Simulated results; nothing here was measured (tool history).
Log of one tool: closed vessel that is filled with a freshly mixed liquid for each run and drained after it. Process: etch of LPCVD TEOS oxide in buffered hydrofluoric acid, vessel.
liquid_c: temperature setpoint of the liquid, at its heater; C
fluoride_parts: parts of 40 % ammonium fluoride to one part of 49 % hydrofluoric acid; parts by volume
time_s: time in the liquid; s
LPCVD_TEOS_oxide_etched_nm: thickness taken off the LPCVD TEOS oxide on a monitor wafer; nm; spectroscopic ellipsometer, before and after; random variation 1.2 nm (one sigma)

Run 1, day 0.000: liquid_c 23.0 C, fluoride_parts 11.0 parts by volume, time_s 100 s. Result: LPCVD_TEOS_oxide_etched_nm 251.65 nm.
Run 2, day 0.296: liquid_c 21.5 C, fluoride_parts 11.0 parts by volume, time_s 100 s. Result: LPCVD_TEOS_oxide_etched_nm 232.15 nm.
Run 3, day 0.467: liquid_c 24.0 C, fluoride_parts 11.0 parts by volume, time_s 100 s. Result: LPCVD_TEOS_oxide_etched_nm 266.54 nm.
Run 4, day 0.542: liquid_c 24.0 C, fluoride_parts 11.0 parts by volume, time_s 110 s. Result: LPCVD_TEOS_oxide_etched_nm 289.68 nm.
Run 5, day 0.579: liquid_c 22.5 C, fluoride_parts 11.5 parts by volume, time_s 110 s. Result: LPCVD_TEOS_oxide_etched_nm 254.99 nm.
Run 6, day 0.729: liquid_c 24.5 C, fluoride_parts 11.5 parts by volume, time_s 110 s. Result: LPCVD_TEOS_oxide_etched_nm 282.43 nm.

Run 7 comes next. What will it give?
Run 7, day 0.929: liquid_c 23.0 C, fluoride_parts 12.0 parts by volume, time_s 110 s. Result: LPCVD_TEOS_oxide_etched_nm ?.

LPCVD_TEOS_oxide_etched_nm: 252.94 nm
